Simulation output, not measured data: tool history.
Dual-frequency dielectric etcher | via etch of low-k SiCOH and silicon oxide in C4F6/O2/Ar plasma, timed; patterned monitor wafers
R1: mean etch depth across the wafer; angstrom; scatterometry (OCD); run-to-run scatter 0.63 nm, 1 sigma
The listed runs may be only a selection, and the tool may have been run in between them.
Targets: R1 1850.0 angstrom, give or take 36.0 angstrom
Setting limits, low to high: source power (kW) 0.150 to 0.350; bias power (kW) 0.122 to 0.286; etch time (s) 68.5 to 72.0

Run 1, day 0.000: source power (kW) 0.250, bias power (kW) 0.204, etch time (s) 68.5. Result: R1 1565.3 angstrom.
Run 2, day 0.146: source power (kW) 0.270, bias power (kW) 0.208, etch time (s) 68.5. Result: R1 1611.0 angstrom.
Run 3, day 0.250: source power (kW) 0.280, bias power (kW) 0.215, etch time (s) 68.5. Result: R1 1670.2 angstrom.
Run 4, day 0.579: source power (kW) 0.280, bias power (kW) 0.215, etch time (s) 68.5. Result: R1 1650.6 angstrom.
Run 5, day 0.683: source power (kW) 0.280, bias power (kW) 0.179, etch time (s) 68.5. Result: R1 1513.8 angstrom.
Run 6, day 0.708: source power (kW) 0.280, bias power (kW) 0.154, etch time (s) 68.5. Result: R1 1385.1 angstrom.
Run 7, day 0.796: source power (kW) 0.290, bias power (kW) 0.169, etch time (s) 68.5. Result: R1 1472.6 angstrom.
Run 8, day 1.108: source power (kW) 0.300, bias power (kW) 0.181, etch time (s) 68.5. Result: R1 1551.4 angstrom.
Run 9, day 1.233: source power (kW) 0.310, bias power (kW) 0.189, etch time (s) 68.5. Result: R1 1587.7 angstrom.
Run 10, day 1.438: source power (kW) 0.350, bias power (kW) 0.230, etch time (s) 70.5. Result: R1 1895.1 angstrom.
Run 11, day 1.633: source power (kW) 0.350, bias power (kW) 0.229, etch time (s) 70.5. Result: R1 1885.8 angstrom.

Which single option among these 5 for the next run brings every result within its allowed miss of target? Just one does.
Run A, day 1.829: source power (kW) 0.350, bias power (kW) 0.248, etch time (s) 68.5. Result: R1 ?.
Run B, day 1.829: source power (kW) 0.310, bias power (kW) 0.272, etch time (s) 70.0. Result: R1 ?.
Run C, day 1.829: source power (kW) 0.350, bias power (kW) 0.259, etch time (s) 68.5. Result: R1 ?.
Run D, day 1.829: source power (kW) 0.320, bias power (kW) 0.219, etch time (s) 72.0. Result: R1 ?.
Run E, day 1.829: source power (kW) 0.350, bias power (kW) 0.254, etch time (s) 68.5. Result: R1 ?.

move      R1
   A  1911.9
   B  1973.9
   C  1953.9
   D  1836.0
   E  1935.0
A: further off than the last run
B: further off than the last run
C: further off than the last run
D: in spec on every target
E: further off than the last run
Go with D: it meets all targets.
